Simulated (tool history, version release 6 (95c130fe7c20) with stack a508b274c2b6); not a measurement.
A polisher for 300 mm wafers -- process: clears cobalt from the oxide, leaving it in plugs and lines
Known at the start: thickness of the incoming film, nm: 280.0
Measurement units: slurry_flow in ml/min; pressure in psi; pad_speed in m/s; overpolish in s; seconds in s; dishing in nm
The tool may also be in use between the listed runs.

run,hour,slurry_flow,pressure,pad_speed,overpolish,seconds,dishing
1,0,205,1.7,0.78,26,73.797,59.935
2,7.7,205,1.7,0.92,26,65.563,61.953
3,14.7,205,1.4,0.92,26,79.27,55.613
4,22.1,205,1.4,0.72,26,93.19,53.178
5,26.6,205,1.6,0.72,26,81.685,55.204
6,31.4,205,1.2,0.72,26,106.18,47.913
7,37.3,205,1.2,0.72,26,106.46,47.821
8,37.8,205,1.5,0.72,26,88.01,53.855

The next listed run, before its measurement:
9,44.7,205,1.7,0.72,26,?,?

For run 9 the tool returned seconds 77.36 s, dishing 55.113 nm.
